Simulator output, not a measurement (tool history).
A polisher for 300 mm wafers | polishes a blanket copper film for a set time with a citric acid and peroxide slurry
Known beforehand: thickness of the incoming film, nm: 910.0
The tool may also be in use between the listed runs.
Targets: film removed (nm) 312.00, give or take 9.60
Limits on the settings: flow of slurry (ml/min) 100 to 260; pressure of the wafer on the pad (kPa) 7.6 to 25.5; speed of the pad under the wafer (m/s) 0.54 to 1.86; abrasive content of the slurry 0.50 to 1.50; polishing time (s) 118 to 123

| run | hour | flow of slurry (ml/min) | pressure of the wafer on the pad (kPa) | speed of the pad under the wafer (m/s) | abrasive content of the slurry | polishing time (s) | film removed (nm) |
|---|---|---|---|---|---|---|---|
| 1 | 0.0 | 165 | 16.5 | 1.18 | 1.00 | 118 | 216.73 |
| 2 | 8.6 | 170 | 17.2 | 1.18 | 1.00 | 118 | 226.70 |
| 3 | 9.7 | 170 | 17.2 | 1.18 | 0.85 | 118 | 215.43 |
| 4 | 12.2 | 170 | 15.2 | 1.18 | 0.85 | 118 | 191.21 |
| 5 | 13.5 | 175 | 16.5 | 1.18 | 0.85 | 118 | 208.21 |
| 6 | 20.0 | 205 | 16.5 | 1.18 | 0.85 | 118 | 218.31 |
| 7 | 27.9 | 210 | 17.2 | 1.18 | 0.85 | 118 | 227.53 |
| 8 | 33.6 | 215 | 17.9 | 1.18 | 0.85 | 118 | 233.10 |
| 9 | 40.9 | 215 | 18.6 | 1.18 | 0.85 | 118 | 241.10 |
| 10 | 48.6 | 220 | 19.3 | 1.18 | 0.85 | 118 | 252.90 |
|  | 53.7 | slurry nozzle cleaned |
| 11 | 53.7 | 220 | 20.0 | 1.18 | 0.85 | 118 | 270.91 |
| 12 | 58.5 | 225 | 21.4 | 1.18 | 0.85 | 118 | 288.13 |
| 13 | 61.1 | 230 | 22.1 | 1.18 | 0.85 | 118 | 295.32 |
| 14 | 62.8 | 230 | 22.1 | 1.18 | 0.85 | 118 | 295.51 |

4 candidate next runs follow, results not yet known. Just one meets every target within its allowed miss. Identify it.
| A | 64.5 | 225 | 21.4 | 1.22 | 0.80 | 119 | ? |
| B | 64.5 | 200 | 21.4 | 1.10 | 0.90 | 118 | ? |
| C | 64.5 | 255 | 21.4 | 1.32 | 0.55 | 119 | ? |
| D | 64.5 | 240 | 20.7 | 1.34 | 0.85 | 119 | ? |

| move | film removed (nm) |
|---|---|
| A | 292.56 |
| B | 274.00 |
| C | 275.81 |
| D | 314.37 |
A: the biggest miss grows against the last run
B: the biggest miss grows against the last run
C: the biggest miss grows against the last run
D: every result lands within tolerance
The right move is D.
